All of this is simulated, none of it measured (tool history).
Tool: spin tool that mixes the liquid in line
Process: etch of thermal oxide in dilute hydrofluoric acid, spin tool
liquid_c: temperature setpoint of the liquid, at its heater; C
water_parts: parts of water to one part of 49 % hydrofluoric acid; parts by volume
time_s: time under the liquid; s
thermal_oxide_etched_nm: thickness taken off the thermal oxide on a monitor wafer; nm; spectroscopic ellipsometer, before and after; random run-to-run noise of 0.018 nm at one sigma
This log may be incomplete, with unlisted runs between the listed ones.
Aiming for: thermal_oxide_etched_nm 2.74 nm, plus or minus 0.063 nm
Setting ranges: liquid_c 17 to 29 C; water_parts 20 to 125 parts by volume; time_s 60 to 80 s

run  hour  liquid_c  water_parts  time_s  thermal_oxide_etched_nm
  1     0        21           70      80                   5.3378
  2   8.7        20           75      80                   4.7265
  3  15.8        20           75      60                   3.5535
  4  19.4        20           55      60                   5.0237
  5  23.9      19.5           60      60                   4.4324
  6  29.6      21.5           60      60                   4.8054
  7  38.4      20.5           65      60                   4.2157
  8  41.9        20           70      60                   3.8634
  9  45.2      19.5           70      60                   3.7431

Which one of the following 4 next-run settings gets every result inside its allowed miss? There is exactly one.
  A  48.5        19           65      80                        ?
  B  48.5        17           85      60                        ?
  C  48.5      21.5           65      70                        ?
  D  48.5      18.5           75      60                        ?

move  thermal_oxide_etched_nm
   A                   5.2978
   B                     2.73
   C                   5.1482
   D                   3.3334
A: misses by more than the last run did
B: every result lands within tolerance
C: misses by more than the last run did
D: nearer than the last run, and not there yet
The right move is B.
